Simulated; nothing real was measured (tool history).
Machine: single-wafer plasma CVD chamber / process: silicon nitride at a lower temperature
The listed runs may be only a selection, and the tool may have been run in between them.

run  hour  heater temperature setpoint (K)  chamber pressure (Pa)  RF power (kW)  deposition time (s)  mean film thickness on the monitor wafer (Å)
  1     0                           603.15                    236           0.31                 13.2                                        162.97
  2   3.9                           603.15                    263           0.31                 13.2                                        168.15
  3    10                           603.15                    241          0.305                 13.2                                        162.25
  4  12.8                           603.15                    224            0.3                 13.2                                        157.87
  5  19.4                           603.15                    224            0.3                 13.2                                         157.2
  6  23.1                           603.15                    224           0.32                 13.2                                        163.52

Estimate the outcome of run 7 from the log above:
  7  31.5                           603.15                    209          0.315                 13.2                                             ?

mean film thickness on the monitor wafer (Å): 159.66
